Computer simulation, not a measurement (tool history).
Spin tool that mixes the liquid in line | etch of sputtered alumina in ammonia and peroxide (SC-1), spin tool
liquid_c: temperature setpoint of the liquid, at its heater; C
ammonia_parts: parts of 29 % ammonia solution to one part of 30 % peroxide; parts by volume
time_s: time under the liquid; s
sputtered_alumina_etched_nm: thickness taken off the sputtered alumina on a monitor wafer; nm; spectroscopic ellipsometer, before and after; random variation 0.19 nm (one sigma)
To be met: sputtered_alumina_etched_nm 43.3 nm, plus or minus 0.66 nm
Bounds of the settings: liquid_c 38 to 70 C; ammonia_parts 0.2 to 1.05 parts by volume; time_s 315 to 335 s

run  hour  liquid_c  ammonia_parts  time_s  sputtered_alumina_etched_nm
  1     0        54           0.55     315                       32.236
  2   6.5        54           0.55     335                       33.987
  3  11.2        54           0.55     315                       32.113
  4  13.8        54           0.55     335                       34.026
  5    21        54           0.55     335                       34.192
  6  28.3        55           0.55     335                       36.315
  7  36.9      55.5           0.55     335                       37.237
  8  40.8        56           0.55     335                       37.933
  9  45.4      56.5           0.55     335                       39.145
 10  50.5        57           0.55     335                       40.191
 11  56.9      57.5           0.55     335                       41.258
 12  65.1        58           0.55     335                       42.466
 13  67.1        58           0.55     335                       42.408

Pick the move, out of 5, that brings all results within their allowed miss; only one does.
  A  69.1      57.5            0.5     335                            ?
  B  69.1        60           0.65     315                            ?
  C  69.1      58.5            0.6     315                            ?
  D  69.1        60            0.4     335                            ?
  E  69.1        59            0.7     320                            ?

move  sputtered_alumina_etched_nm
   A                       40.759
   B                       44.721
   C                       41.077
   D                       45.424
   E                       43.453
A: further off than the last run
B: the result that was furthest off in the last run now lies on the other side of its target
C: further off than the last run
D: the result that was furthest off in the last run now lies on the other side of its target
E: in spec on every target
Answer: E
